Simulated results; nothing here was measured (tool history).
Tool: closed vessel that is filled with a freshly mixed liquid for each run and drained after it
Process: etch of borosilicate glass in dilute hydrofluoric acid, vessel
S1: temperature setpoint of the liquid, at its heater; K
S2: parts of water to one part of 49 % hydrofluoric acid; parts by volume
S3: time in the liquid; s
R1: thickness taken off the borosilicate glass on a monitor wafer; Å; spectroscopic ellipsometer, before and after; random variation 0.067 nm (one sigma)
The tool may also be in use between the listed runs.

| run | hour | S1 | S2 | S3 | R1 |
|---|---|---|---|---|---|
| 1 | 0 | 298.15 | 205 | 85 | 147.22 |
| 2 | 7.2 | 298.15 | 160 | 85 | 203.52 |
| 3 | 10.2 | 298.15 | 160 | 85 | 198.52 |
| 4 | 14.9 | 298.15 | 195 | 85 | 158.68 |
| 5 | 21.6 | 296.15 | 215 | 85 | 130.21 |
| 6 | 26.7 | 294.65 | 230 | 85 | 113.13 |
| 7 | 28.2 | 293.65 | 240 | 85 | 104.85 |
| 8 | 29 | 292.65 | 250 | 85 | 96.835 |

The next listed run, before its measurement:
| 9 | 37.3 | 290.15 | 285 | 85 | ? |

R1: 73.931 Å

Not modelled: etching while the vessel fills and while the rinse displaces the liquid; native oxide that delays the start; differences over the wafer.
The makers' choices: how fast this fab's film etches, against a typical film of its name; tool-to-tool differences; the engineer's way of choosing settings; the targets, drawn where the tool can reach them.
